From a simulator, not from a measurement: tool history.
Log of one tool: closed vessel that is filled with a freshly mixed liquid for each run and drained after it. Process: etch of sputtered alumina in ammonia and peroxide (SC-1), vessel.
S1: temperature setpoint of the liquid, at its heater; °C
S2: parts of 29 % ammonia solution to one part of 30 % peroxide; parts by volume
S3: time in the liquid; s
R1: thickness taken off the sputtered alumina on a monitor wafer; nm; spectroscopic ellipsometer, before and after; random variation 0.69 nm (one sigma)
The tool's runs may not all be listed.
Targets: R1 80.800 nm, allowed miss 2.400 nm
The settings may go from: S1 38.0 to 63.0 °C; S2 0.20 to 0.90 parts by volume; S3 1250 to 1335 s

run  hour    S1    S2    S3      R1
  1   0.0  47.0  0.50  1250  48.200
  2   8.8  47.0  0.50  1335  51.520
  3  15.3  47.0  0.50  1335  52.077
  4  21.7  47.0  0.65  1335  53.063
  5  25.8  48.0  0.65  1335  55.614
  6  33.6  49.0  0.65  1335  58.186
  7  37.2  50.0  0.65  1335  62.471
  8  38.5  50.5  0.65  1335  63.826
  9  40.8  51.0  0.65  1335  66.192
 10  43.7  51.5  0.65  1335  67.136
 11  48.3  52.0  0.65  1335  69.371
 12  49.8  52.5  0.65  1335  70.385
 13  56.5  55.5  0.65  1335  83.681

4 next moves are on the table. One of them brings every result within its allowed miss. Which?
  A  63.2  55.5  0.90  1330   ?
  B  63.2  58.5  0.45  1250   ?
  C  63.2  55.0  0.55  1335   ?
  D  63.2  56.0  0.70  1335   ?

move      R1
   A  87.118
   B  89.729
   C  81.275
   D  87.673
A: further off than the last run
B: further off than the last run
C: meets every target
D: further off than the last run
The right move is C.
